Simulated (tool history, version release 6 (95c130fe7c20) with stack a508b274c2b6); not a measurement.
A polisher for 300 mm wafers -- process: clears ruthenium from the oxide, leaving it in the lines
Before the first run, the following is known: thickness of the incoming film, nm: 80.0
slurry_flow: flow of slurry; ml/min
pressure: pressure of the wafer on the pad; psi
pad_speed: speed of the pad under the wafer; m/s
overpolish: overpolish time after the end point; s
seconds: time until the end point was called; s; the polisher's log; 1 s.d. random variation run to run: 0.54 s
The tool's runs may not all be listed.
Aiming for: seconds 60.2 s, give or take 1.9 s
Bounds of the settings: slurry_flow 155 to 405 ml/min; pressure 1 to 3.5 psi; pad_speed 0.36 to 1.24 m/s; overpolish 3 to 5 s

run 1 hour=0 | slurry_flow=260 pressure=2.2 pad_speed=0.8 overpolish=5 | seconds=98.252
run 2 hour=8.4 | slurry_flow=260 pressure=2.5 pad_speed=0.8 overpolish=5 | seconds=87.016
run 3 hour=14.3 | slurry_flow=260 pressure=2.7 pad_speed=0.8 overpolish=5 | seconds=80.12
run 4 hour=20 | slurry_flow=310 pressure=2.7 pad_speed=0.8 overpolish=5 | seconds=78.522
run 5 hour=23 | slurry_flow=310 pressure=2.9 pad_speed=0.8 overpolish=5 | seconds=73.149
run 6 hour=23.6 | slurry_flow=310 pressure=2.9 pad_speed=0.72 overpolish=5 | seconds=83.804
run 7 hour=25.3 | slurry_flow=310 pressure=3.1 pad_speed=0.74 overpolish=5 | seconds=74.562
run 8 hour=28.3 | slurry_flow=310 pressure=3.2 pad_speed=0.76 overpolish=5 | seconds=70.911
run 9 hour=29.7 | slurry_flow=310 pressure=3.3 pad_speed=0.78 overpolish=5 | seconds=67.662
run 10 hour=34.4 | slurry_flow=315 pressure=3.4 pad_speed=0.78 overpolish=5 | seconds=65.4

Which of these 5 next moves meets every target?
run A hour=39.1 | slurry_flow=320 pressure=3.3 pad_speed=0.7 overpolish=5 | seconds=?
run B hour=39.1 | slurry_flow=335 pressure=3.4 pad_speed=0.72 overpolish=5 | seconds=?
run C hour=39.1 | slurry_flow=285 pressure=3 pad_speed=0.8 overpolish=5 | seconds=?
run D hour=39.1 | slurry_flow=315 pressure=3.1 pad_speed=0.8 overpolish=5 | seconds=?
run E hour=39.1 | slurry_flow=285 pressure=3.5 pad_speed=0.82 overpolish=5 | seconds=?

move=A seconds=74.369
move=B seconds=69.958
move=C seconds=72.664
move=D seconds=69.593
move=E seconds=61.002
A: moves away from the targets compared with the last run
B: moves away from the targets compared with the last run
C: moves away from the targets compared with the last run
D: moves away from the targets compared with the last run
E: meets every target
E meets every target.
